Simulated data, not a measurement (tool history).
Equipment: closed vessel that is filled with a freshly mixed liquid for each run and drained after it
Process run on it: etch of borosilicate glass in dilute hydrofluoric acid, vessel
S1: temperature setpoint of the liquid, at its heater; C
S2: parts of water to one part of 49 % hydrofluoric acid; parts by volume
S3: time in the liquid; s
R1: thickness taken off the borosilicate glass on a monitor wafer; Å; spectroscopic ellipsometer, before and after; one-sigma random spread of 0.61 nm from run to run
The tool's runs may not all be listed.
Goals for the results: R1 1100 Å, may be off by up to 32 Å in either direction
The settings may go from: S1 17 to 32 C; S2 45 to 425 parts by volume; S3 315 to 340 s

| run | day | S1 | S2 | S3 | R1 |
|---|---|---|---|---|---|
| 1 | 0 | 24 | 235 | 315 | 277.13 |
| 2 | 0.046 | 24 | 235 | 340 | 296.53 |
| 3 | 0.175 | 24 | 280 | 340 | 240.74 |
| 4 | 0.375 | 24 | 310 | 340 | 213.67 |
| 5 | 0.571 | 24 | 310 | 340 | 209.04 |
| 6 | 0.729 | 26 | 250 | 340 | 295.32 |
| 7 | 1.029 | 27.5 | 205 | 340 | 401.33 |
| 8 | 1.125 | 28.5 | 170 | 340 | 519.49 |
| 9 | 1.154 | 29.5 | 145 | 340 | 653.77 |
| 10 | 1.279 | 30 | 130 | 340 | 753.48 |
| 11 | 1.588 | 30.5 | 120 | 340 | 857.48 |
| 12 | 1.9 | 31 | 115 | 340 | 911.01 |
| 13 | 2.133 | 31 | 110 | 340 | 950.48 |
| 14 | 2.225 | 31 | 105 | 340 | 1022.1 |
| 15 | 2.271 | 32 | 95 | 340 | 1169.8 |
| 16 | 2.492 | 31.5 | 95 | 340 | 1150.6 |

Next run, 4 choices. One meets every target within its allowed miss, the rest don't. Which?
| A | 2.712 | 31.5 | 100 | 325 | ? |
| B | 2.712 | 32 | 100 | 340 | ? |
| C | 2.712 | 32 | 95 | 340 | ? |
| D | 2.712 | 31.5 | 90 | 325 | ? |

| move | R1 |
|---|---|
| A | 1046.7 |
| B | 1115.8 |
| C | 1182.9 |
| D | 1179.4 |
A: takes the result that was furthest off past its target
B: hits every target within its allowed miss
C: further off than the last run
D: further off than the last run
So the answer is move B, the one that meets all the targets.
